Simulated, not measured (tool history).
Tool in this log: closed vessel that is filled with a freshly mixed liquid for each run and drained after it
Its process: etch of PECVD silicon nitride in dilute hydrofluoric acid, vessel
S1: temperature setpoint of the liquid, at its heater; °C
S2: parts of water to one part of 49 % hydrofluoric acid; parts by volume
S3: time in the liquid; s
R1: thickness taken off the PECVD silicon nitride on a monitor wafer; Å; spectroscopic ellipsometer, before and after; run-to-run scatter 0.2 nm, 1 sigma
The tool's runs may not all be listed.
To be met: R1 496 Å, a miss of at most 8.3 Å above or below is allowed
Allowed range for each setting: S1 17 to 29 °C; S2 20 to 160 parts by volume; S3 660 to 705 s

Run 1, hour 0: S1 21 °C, S2 90 parts by volume, S3 660 s. Result: R1 211.16 Å.
Run 2, hour 6: S1 21 °C, S2 90 parts by volume, S3 660 s. Result: R1 208.33 Å.
Run 3, hour 10.2: S1 23 °C, S2 80 parts by volume, S3 660 s. Result: R1 269.42 Å.
Run 4, hour 14: S1 24.5 °C, S2 75 parts by volume, S3 660 s. Result: R1 316.77 Å.
Run 5, hour 19.3: S1 24.5 °C, S2 90 parts by volume, S3 660 s. Result: R1 265.35 Å.
Run 6, hour 27: S1 25.5 °C, S2 85 parts by volume, S3 660 s. Result: R1 300.2 Å.
Run 7, hour 36.3: S1 25.5 °C, S2 85 parts by volume, S3 660 s. Result: R1 298.11 Å.
Run 8, hour 45.7: S1 26.5 °C, S2 80 parts by volume, S3 660 s. Result: R1 340.56 Å.
Run 9, hour 52.6: S1 29 °C, S2 60 parts by volume, S3 660 s. Result: R1 531.81 Å.
Run 10, hour 57.5: S1 28.5 °C, S2 60 parts by volume, S3 660 s. Result: R1 513.1 Å.

Which one of the following 4 next-run settings gets every result inside its allowed miss? There is exactly one.
Run A, hour 62.4: S1 28 °C, S2 60 parts by volume, S3 660 s. Result: R1 ?.
Run B, hour 62.4: S1 28.5 °C, S2 65 parts by volume, S3 660 s. Result: R1 ?.
Run C, hour 62.4: S1 28 °C, S2 60 parts by volume, S3 685 s. Result: R1 ?.
Run D, hour 62.4: S1 26 °C, S2 50 parts by volume, S3 660 s. Result: R1 ?.

move      R1
   A  499.48
   B  476.61
   C   518.4
   D  524.14
A: in spec on every target
B: carries the result that was furthest off beyond its target, to the other side
C: lands further from the targets than the last run did
D: lands further from the targets than the last run did
So the answer is move A, the one that meets all the targets.
